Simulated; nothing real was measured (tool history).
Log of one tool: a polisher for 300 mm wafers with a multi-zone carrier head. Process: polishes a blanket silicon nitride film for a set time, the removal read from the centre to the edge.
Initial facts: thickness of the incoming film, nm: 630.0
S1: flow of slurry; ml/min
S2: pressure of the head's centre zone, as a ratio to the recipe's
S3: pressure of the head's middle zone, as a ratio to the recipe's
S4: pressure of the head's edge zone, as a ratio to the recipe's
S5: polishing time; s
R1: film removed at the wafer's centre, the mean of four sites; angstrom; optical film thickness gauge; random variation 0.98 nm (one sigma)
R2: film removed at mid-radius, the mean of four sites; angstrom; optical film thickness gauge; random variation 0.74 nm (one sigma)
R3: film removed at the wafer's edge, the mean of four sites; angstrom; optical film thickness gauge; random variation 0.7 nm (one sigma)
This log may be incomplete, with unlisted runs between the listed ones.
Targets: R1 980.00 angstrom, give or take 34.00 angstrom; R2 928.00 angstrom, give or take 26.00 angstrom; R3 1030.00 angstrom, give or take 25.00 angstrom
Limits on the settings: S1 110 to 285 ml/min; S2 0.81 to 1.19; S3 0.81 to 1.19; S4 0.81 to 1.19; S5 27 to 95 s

run    day   S1    S2    S3    S4  S5      R1      R2      R3
  1  0.000  180  1.00  1.00  1.00  61  727.58  736.93  776.86
  2  0.204  180  1.00  1.00  0.96  61  726.86  732.12  758.30
  3  0.304  195  1.02  1.00  1.01  64  800.77  797.84  835.65
  4  0.358  210  1.04  1.00  1.06  65  825.65  827.01  878.98
  5  0.533  255  1.04  1.00  1.06  65  889.74  860.16  888.79
  6  0.621  255  1.04  1.00  1.06  55  757.51  720.70  773.60
  7  0.771  250  1.06  1.00  1.09  59  809.21  793.87  828.03
  8  0.875  250  1.07  0.98  1.11  62  860.89  804.75  882.10
  9  1.233  245  1.08  0.98  1.13  64  894.59  827.87  906.21
 10  1.517  245  1.08  0.98  1.13  64  869.14  827.04  898.85
 11  1.683  250  1.08  0.97  1.14  66  910.50  843.43  950.81
 12  1.979  255  1.08  0.98  1.15  67  941.46  885.48  975.83
 13  2.250  255  1.08  0.98  1.15  67  933.60  874.35  971.56

5 next moves are on the table. One of them brings every result within its allowed miss. Which?
  A  2.521  255  1.02  1.01  1.10  69   ?   ?   ?
  B  2.521  235  1.00  1.05  1.19  66   ?   ?   ?
  C  2.521  255  0.90  0.88  1.19  72   ?   ?   ?
  D  2.521  245  1.07  1.04  1.16  64   ?   ?   ?
  E  2.521  210  1.12  1.02  1.19  72   ?   ?   ?

move      R1      R2       R3
   A  912.98  929.46   970.87
   B  843.15  902.89   954.61
   C  863.46  864.63  1056.80
   D  871.46  876.15   919.48
   E  976.06  935.22  1022.40
A: roughly where the last run was
B: misses by more than the last run did
C: pushes the last run's worst result past its target
D: misses by more than the last run did
E: all results land within tolerance of their targets
E is the move that brings every result within its allowed miss.
